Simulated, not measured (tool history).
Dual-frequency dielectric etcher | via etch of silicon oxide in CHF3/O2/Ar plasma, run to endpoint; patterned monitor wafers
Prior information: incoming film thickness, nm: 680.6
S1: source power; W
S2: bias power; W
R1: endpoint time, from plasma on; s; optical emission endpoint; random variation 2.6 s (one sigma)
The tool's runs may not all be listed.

{"run": 1, "day": 0.0, "S1": 540, "S2": 227, "R1": 315.1}
{"run": 2, "day": 0.271, "S1": 510, "S2": 224, "R1": 319.93}
{"run": 3, "day": 0.625, "S1": 490, "S2": 219, "R1": 329.37}
{"run": 4, "day": 0.738, "S1": 490, "S2": 247, "R1": 318.78}
{"run": 5, "day": 1.029, "S1": 490, "S2": 283, "R1": 308.19}
{"run": 6, "day": 1.288, "S1": 490, "S2": 247, "R1": 319.59}
{"run": 7, "day": 1.629, "S1": 470, "S2": 244, "R1": 330.4}
{"run": 8, "day": 1.708, "S1": 460, "S2": 243, "R1": 330.45}
{"run": 9, "day": 1.8, "S1": 350, "S2": 224, "R1": 388.64}

Expected results for the next run?
{"run": 10, "day": 1.871, "S1": 420, "S2": 229, "R1": "?"}

{"run 10": {"R1": 349.04}}
